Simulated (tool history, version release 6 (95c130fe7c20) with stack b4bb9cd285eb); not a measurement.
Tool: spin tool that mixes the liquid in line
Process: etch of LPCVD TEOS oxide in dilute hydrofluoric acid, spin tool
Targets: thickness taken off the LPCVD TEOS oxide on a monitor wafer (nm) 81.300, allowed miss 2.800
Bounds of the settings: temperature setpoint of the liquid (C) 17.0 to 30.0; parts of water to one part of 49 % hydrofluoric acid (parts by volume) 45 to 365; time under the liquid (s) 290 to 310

run	hour	temperature setpoint of the liquid (C)	parts of water to one part of 49 % hydrofluoric acid (parts by volume)	time under the liquid (s)	thickness taken off the LPCVD TEOS oxide on a monitor wafer (nm)
1	0.0	22.0	205	290	38.469
2	5.3	22.0	180	290	45.252
3	13.8	20.0	180	290	41.491
4	14.8	17.5	180	290	38.516
5	19.1	17.5	180	310	40.048
6	21.3	17.5	125	310	60.517
7	24.4	19.0	125	310	64.453
8	30.5	20.5	125	310	68.769
9	31.5	21.5	125	310	71.599
10	38.9	22.0	125	310	73.006
11	47.0	25.0	120	310	86.903
12	55.7	24.5	120	310	84.622

Which of these 5 next moves meets every target?
A	64.4	24.0	130	310	?
B	64.4	24.0	120	305	?
C	64.4	23.0	105	290	?
D	64.4	17.0	100	310	?
E	64.4	21.5	115	290	?

move	thickness taken off the LPCVD TEOS oxide on a monitor wafer (nm)
A	75.323
B	81.153
C	86.143
D	75.863
E	73.264
A: takes the result that was furthest off past its target
B: meets every target
C: further off than the last run
D: takes the result that was furthest off past its target
E: takes the result that was furthest off past its target
The right move is B.

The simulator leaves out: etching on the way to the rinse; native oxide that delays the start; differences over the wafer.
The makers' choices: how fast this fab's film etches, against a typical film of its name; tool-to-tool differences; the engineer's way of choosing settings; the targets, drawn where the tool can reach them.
